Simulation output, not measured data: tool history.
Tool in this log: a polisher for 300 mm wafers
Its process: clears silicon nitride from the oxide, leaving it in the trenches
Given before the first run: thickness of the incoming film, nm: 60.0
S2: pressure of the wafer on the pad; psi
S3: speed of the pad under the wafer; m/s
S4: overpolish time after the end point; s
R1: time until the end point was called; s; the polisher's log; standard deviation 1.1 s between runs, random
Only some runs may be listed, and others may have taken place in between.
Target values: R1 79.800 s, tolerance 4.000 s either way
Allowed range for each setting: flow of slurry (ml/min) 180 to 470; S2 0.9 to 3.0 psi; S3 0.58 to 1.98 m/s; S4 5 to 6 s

run 1 hour=0.0 | flow_of_slurry_(ml/min)=300 S2=1.9 S3=1.28 S4=6 | R1=100.260
run 2 hour=2.0 | flow_of_slurry_(ml/min)=300 S2=2.0 S3=1.28 S4=6 | R1=94.619
run 3 hour=4.9 | flow_of_slurry_(ml/min)=300 S2=2.0 S3=1.28 S4=6 | R1=95.045
run 4 hour=12.7 | flow_of_slurry_(ml/min)=250 S2=2.0 S3=1.28 S4=6 | R1=97.360
run 5 hour=20.1 | flow_of_slurry_(ml/min)=250 S2=2.0 S3=1.28 S4=5 | R1=97.933
run 6 hour=23.5 | flow_of_slurry_(ml/min)=250 S2=2.0 S3=1.28 S4=5 | R1=100.930
run 7 hour=28.1 | flow_of_slurry_(ml/min)=270 S2=2.1 S3=1.28 S4=5 | R1=95.160
run 8 hour=33.4 | flow_of_slurry_(ml/min)=275 S2=2.2 S3=1.28 S4=5 | R1=91.965

Exercise: of the 4 proposed moves below, exactly one satisfies all targets within the stated allowed misses. Which move is it?
run A hour=38.7 | flow_of_slurry_(ml/min)=250 S2=2.4 S3=1.34 S4=6 | R1=?
run B hour=38.7 | flow_of_slurry_(ml/min)=270 S2=2.5 S3=1.20 S4=5 | R1=?
run C hour=38.7 | flow_of_slurry_(ml/min)=235 S2=1.9 S3=1.26 S4=6 | R1=?
run D hour=38.7 | flow_of_slurry_(ml/min)=230 S2=2.0 S3=1.46 S4=5 | R1=?

move=A R1=82.206
move=B R1=87.794
move=C R1=105.230
move=D R1=87.998
A: every result lands within tolerance
B: better than the last run, though not everything is in spec
C: lands further from the targets than the last run did
D: better than the last run, though not everything is in spec
Correct choice: A, which meets every target
